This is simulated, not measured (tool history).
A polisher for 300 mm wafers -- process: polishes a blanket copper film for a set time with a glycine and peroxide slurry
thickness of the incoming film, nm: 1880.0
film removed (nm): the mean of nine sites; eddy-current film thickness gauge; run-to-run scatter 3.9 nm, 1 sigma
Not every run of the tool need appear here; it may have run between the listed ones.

run  hour  flow of slurry (ml/min)  pressure of the wafer on the pad (psi)  speed of the pad under the wafer (m/s)  polishing time (s)  film removed (nm)
  1     0                      280                                     1.8                                    1.06                  49             200.09
  2   7.8                      280                                     1.9                                    1.06                  49              207.7
  3   9.2                      280                                       2                                    1.06                  49              217.9
  4  11.3                      280                                       2                                     0.8                  49             176.65
  5  11.9                      280                                       2                                     0.8                  49             176.85
  6  16.3                      280                                       2                                     0.8                  43             152.36
  7    20                      280                                     2.1                                    0.86                  43             165.97
  8  24.9                      280                                     2.2                                    0.92                  43             188.35

What does the tool deliver on the next run?
  9  31.1                      280                                     2.7                                    1.08                  44                  ?

Run 9 gave film removed (nm) 253.91.
